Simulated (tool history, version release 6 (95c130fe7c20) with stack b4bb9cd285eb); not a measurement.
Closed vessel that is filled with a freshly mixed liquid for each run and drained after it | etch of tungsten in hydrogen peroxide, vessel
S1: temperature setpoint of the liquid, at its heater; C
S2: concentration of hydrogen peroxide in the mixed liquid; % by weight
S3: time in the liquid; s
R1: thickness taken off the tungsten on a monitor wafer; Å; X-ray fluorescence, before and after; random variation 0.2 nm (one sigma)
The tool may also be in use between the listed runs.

run  hour    S1    S2   S3      R1
  1     0    49  24.5  100  968.38
  2   2.6  47.5  24.5  100  884.29
  3   3.3  47.5    20  100  794.51
  4   5.7  46.5    20  100  754.05
  5   8.9  46.5    20  100  752.27
  6  10.8  45.5    20  100  703.03
  7  12.7  44.5    20  100  660.34
  8  18.1  36.5  19.5  100  388.97

Run 9 comes next. What will it give?
  9    24  37.5  19.5  100   ?

Run 9 gave R1 418.94 Å.

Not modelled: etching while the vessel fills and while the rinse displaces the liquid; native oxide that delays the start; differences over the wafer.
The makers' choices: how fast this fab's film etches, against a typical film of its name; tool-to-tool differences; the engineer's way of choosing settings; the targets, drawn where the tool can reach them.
